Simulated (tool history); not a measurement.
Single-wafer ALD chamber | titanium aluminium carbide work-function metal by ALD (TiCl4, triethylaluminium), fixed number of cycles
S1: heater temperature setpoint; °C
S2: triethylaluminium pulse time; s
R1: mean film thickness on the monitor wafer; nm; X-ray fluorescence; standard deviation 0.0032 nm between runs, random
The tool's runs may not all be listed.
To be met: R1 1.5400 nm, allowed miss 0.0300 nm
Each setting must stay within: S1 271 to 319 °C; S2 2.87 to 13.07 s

{"run": 1, "hour": 0.0, "S1": 295, "S2": 7.97, "R1": 1.8843}
{"run": 2, "hour": 6.3, "S1": 290, "S2": 6.88, "R1": 1.7712}
{"run": 3, "hour": 11.2, "S1": 286, "S2": 6.43, "R1": 1.6874}
{"run": 4, "hour": 13.7, "S1": 283, "S2": 6.33, "R1": 1.6596}
{"run": 5, "hour": 20.7, "S1": 289, "S2": 6.33, "R1": 1.6967}
{"run": 6, "hour": 23.9, "S1": 279, "S2": 6.33, "R1": 1.6252}
{"run": 7, "hour": 26.0, "S1": 277, "S2": 6.19, "R1": 1.5939}
{"run": 8, "hour": 28.0, "S1": 276, "S2": 6.14, "R1": 1.585}
{"run": 9, "hour": 29.9, "S1": 275, "S2": 6.09, "R1": 1.5712}
{"run": 10, "hour": 34.1, "S1": 275, "S2": 6.09, "R1": 1.5727}

5 next moves are on the table. One of them brings every result within its allowed miss. Which?
{"run": "A", "hour": 38.3, "S1": 274, "S2": 6.56, "R1": "?"}
{"run": "B", "hour": 38.3, "S1": 275, "S2": 6.19, "R1": "?"}
{"run": "C", "hour": 38.3, "S1": 274, "S2": 6.63, "R1": "?"}
{"run": "D", "hour": 38.3, "S1": 275, "S2": 6.69, "R1": "?"}
{"run": "E", "hour": 38.3, "S1": 271, "S2": 5.95, "R1": "?"}

move=A R1=1.6176
move=B R1=1.5858
move=C R1=1.6243
move=D R1=1.6372
move=E R1=1.5291
A: its largest miss is bigger than the last run's
B: its largest miss is bigger than the last run's
C: its largest miss is bigger than the last run's
D: its largest miss is bigger than the last run's
E: in spec on every target
The right move is E.
